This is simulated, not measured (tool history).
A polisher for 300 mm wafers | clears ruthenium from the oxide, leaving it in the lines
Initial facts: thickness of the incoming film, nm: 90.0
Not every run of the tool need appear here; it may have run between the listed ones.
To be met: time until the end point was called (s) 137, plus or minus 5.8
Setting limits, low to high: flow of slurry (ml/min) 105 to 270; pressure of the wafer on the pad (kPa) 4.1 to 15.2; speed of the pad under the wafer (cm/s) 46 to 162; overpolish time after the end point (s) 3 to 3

| run | hour | flow of slurry (ml/min) | pressure of the wafer on the pad (kPa) | speed of the pad under the wafer (cm/s) | overpolish time after the end point (s) | time until the end point was called (s) |
|---|---|---|---|---|---|---|
| 1 | 0 | 175 | 9.7 | 104 | 3 | 87.509 |
| 2 | 6.9 | 175 | 9.7 | 104 | 3 | 87.102 |
| 3 | 8.5 | 175 | 10.3 | 104 | 3 | 82.068 |
| 4 | 17.4 | 175 | 9.7 | 104 | 3 | 87.172 |
| 5 | 25.1 | 175 | 12.4 | 104 | 3 | 68.71 |
| 6 | 28.4 | 175 | 11.7 | 104 | 3 | 71.878 |
| 7 | 31.3 | 175 | 11 | 104 | 3 | 76.587 |
| 8 | 35.8 | 175 | 10.3 | 104 | 3 | 81.289 |
| 9 | 44.2 | 175 | 9.7 | 104 | 3 | 86.768 |
| 10 | 50 | 175 | 9 | 104 | 3 | 94.16 |

4 next moves are on the table. One of them brings every result within its allowed miss. Which?
| A | 55.8 | 180 | 7.6 | 92 | 3 | ? |
| B | 55.8 | 185 | 11 | 126 | 3 | ? |
| C | 55.8 | 230 | 6.9 | 102 | 3 | ? |
| D | 55.8 | 205 | 5.5 | 110 | 3 | ? |

| move | time until the end point was called (s) |
|---|---|
| A | 122.23 |
| B | 64.578 |
| C | 118.58 |
| D | 139.55 |
A: gains on the last run, yet a result remains outside its allowed miss
B: misses by more than the last run did
C: gains on the last run, yet a result remains outside its allowed miss
D: in spec on every target
D meets every target.
